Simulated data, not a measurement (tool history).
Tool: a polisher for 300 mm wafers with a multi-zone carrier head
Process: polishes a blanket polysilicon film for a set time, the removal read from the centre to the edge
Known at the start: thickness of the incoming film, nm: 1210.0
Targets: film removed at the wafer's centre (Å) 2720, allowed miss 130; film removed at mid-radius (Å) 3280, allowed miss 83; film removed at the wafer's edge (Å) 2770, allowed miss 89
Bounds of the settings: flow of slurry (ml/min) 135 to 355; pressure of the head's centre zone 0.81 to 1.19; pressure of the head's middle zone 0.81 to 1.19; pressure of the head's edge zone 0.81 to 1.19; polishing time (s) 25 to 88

| run | hour | flow of slurry (ml/min) | pressure of the head's centre zone | pressure of the head's middle zone | pressure of the head's edge zone | polishing time (s) | film removed at the wafer's centre (Å) | film removed at mid-radius (Å) | film removed at the wafer's edge (Å) |
|---|---|---|---|---|---|---|---|---|---|
| 1 | 0 | 225 | 1 | 1 | 1 | 56 | 4140 | 4214.7 | 4082.6 |
| 2 | 2.5 | 225 | 1 | 1 | 1 | 67 | 4955.3 | 5001.1 | 4846 |
| 3 | 11.5 | 225 | 1 | 0.96 | 1 | 67 | 4782.7 | 4852.3 | 4862.6 |
| 4 | 15.4 | 265 | 1 | 0.96 | 1 | 67 | 5020.3 | 4982 | 5020.8 |
| 5 | 16.1 | 240 | 0.97 | 0.98 | 0.95 | 60 | 4341.3 | 4497.2 | 4232 |
| 6 | 23.9 | 240 | 0.91 | 0.98 | 0.95 | 60 | 4083 | 4475 | 4314.7 |
| 7 | 27.6 | 210 | 0.89 | 1.08 | 0.85 | 44 | 2790.5 | 3475.9 | 2968.8 |
|  | 33.3 | slurry nozzle cleaned |
| 8 | 33.3 | 200 | 0.9 | 1.08 | 0.84 | 44 | 2925 | 3549.7 | 3080.8 |
| 9 | 34.3 | 215 | 0.9 | 1.08 | 0.83 | 43 | 2911.3 | 3543.3 | 2930.7 |

Which of these 4 next moves meets every target?
| A | 35.3 | 175 | 0.98 | 1.05 | 0.81 | 42 | ? | ? | ? |
| B | 35.3 | 260 | 1.04 | 1.1 | 0.81 | 38 | ? | ? | ? |
| C | 35.3 | 150 | 0.83 | 1.03 | 0.94 | 42 | ? | ? | ? |
| D | 35.3 | 300 | 0.91 | 1.1 | 0.89 | 38 | ? | ? | ? |

| move | film removed at the wafer's centre (Å) | film removed at mid-radius (Å) | film removed at the wafer's edge (Å) |
|---|---|---|---|
| A | 2921.7 | 3263.5 | 2760.7 |
| B | 3002.7 | 3262.3 | 2610.4 |
| C | 2382 | 3109.9 | 2876.6 |
| D | 2670.9 | 3316.3 | 2750.3 |
A: brings the result that was furthest off to its target, and leaves another outside
B: brings the result that was furthest off to its target, and leaves another outside
C: takes the result that was furthest off past its target
D: meets every target
Move D is the one to make.

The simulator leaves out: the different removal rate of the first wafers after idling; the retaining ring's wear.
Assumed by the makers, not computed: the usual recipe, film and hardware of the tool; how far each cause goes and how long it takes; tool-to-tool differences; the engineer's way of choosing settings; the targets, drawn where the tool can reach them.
